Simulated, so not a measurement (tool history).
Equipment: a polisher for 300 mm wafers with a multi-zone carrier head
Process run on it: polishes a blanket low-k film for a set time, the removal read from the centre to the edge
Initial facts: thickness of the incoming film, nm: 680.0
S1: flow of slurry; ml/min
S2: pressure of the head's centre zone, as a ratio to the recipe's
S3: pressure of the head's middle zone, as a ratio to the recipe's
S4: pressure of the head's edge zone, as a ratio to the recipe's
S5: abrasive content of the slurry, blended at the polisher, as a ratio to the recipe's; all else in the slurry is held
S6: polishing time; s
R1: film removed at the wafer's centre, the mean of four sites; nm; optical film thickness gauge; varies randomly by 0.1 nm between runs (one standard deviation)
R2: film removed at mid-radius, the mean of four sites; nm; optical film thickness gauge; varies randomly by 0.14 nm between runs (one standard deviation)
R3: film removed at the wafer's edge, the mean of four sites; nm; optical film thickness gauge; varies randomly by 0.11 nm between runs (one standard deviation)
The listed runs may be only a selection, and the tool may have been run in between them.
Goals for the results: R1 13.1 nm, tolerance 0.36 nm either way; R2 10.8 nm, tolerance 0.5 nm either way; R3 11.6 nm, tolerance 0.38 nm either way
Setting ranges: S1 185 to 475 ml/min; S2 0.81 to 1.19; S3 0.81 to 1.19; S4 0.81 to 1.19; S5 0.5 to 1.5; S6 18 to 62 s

run 1 hour=0 | S1=305 S2=1 S3=1 S4=1 S5=1 S6=40 | R1=10.722 R2=10.705 R3=10.425
run 2 hour=3.3 | S1=305 S2=1 S3=1 S4=1 S5=1 S6=49 | R1=12.928 R2=13.266 R3=12.919
run 3 hour=8.9 | S1=305 S2=1 S3=1 S4=0.96 S5=1 S6=49 | R1=12.997 R2=13.446 R3=12.727
run 4 hour=15.5 | S1=305 S2=1.01 S3=0.97 S4=0.95 S5=0.95 S6=49 | R1=12.898 R2=12.59 R3=12.196
run 5 hour=19 | S1=305 S2=1.01 S3=0.97 S4=1.03 S5=0.95 S6=49 | R1=13.146 R2=12.436 R3=12.735
run 6 hour=21.2 | S1=305 S2=1.01 S3=0.89 S4=1.03 S5=0.95 S6=49 | R1=12.804 R2=11.508 R3=12.642
run 7 hour=22.6 | S1=305 S2=1.02 S3=0.88 S4=1.01 S5=0.95 S6=49 | R1=13.009 R2=11.492 R3=12.432
run 8 hour=30.5 | S1=305 S2=1.03 S3=0.87 S4=1 S5=0.95 S6=49 | R1=13.232 R2=11.576 R3=12.414
run 9 hour=37.7 | S1=300 S2=1.03 S3=0.86 S4=0.99 S5=0.95 S6=49 | R1=13.223 R2=11.319 R3=12.347
run 10 hour=38.9 | S1=300 S2=1.03 S3=0.85 S4=0.98 S5=0.95 S6=49 | R1=13.108 R2=11.183 R3=12.407
run 11 hour=47.5 | S1=300 S2=1.04 S3=0.85 S4=0.97 S5=0.95 S6=49 | R1=13.403 R2=11.112 R3=12.304
run 12 hour=55.8 | S1=280 S2=1.03 S3=0.85 S4=0.89 S5=0.9 S6=49 | R1=12.54 R2=10.991 R3=11.504
run 13 hour=58.7 | S1=285 S2=1.03 S3=0.85 S4=0.89 S5=0.9 S6=49 | R1=12.522 R2=10.93 R3=11.609

Exercise: of the 4 proposed moves below, exactly one satisfies all targets within the stated allowed misses. Which move is it?
run A hour=61.6 | S1=305 S2=1.16 S3=0.84 S4=0.94 S5=1.15 S6=40 | R1=? R2=? R3=?
run B hour=61.6 | S1=355 S2=1.1 S3=0.88 S4=1.01 S5=0.8 S6=48 | R1=? R2=? R3=?
run C hour=61.6 | S1=215 S2=0.99 S3=0.83 S4=0.86 S5=0.8 S6=54 | R1=? R2=? R3=?
run D hour=61.6 | S1=280 S2=0.98 S3=0.87 S4=0.98 S5=0.95 S6=47 | R1=? R2=? R3=?

move=A R1=12.929 R2=10.026 R3=10.59
move=B R1=12.809 R2=10.872 R3=11.354
move=C R1=12.151 R2=11.009 R3=11.43
move=D R1=11.736 R2=11.12 R3=11.627
A: the furthest-off result lands on target, but another misses its tolerance
B: in spec on every target
C: further off than the last run
D: further off than the last run
B is the move that brings every result within its allowed miss.
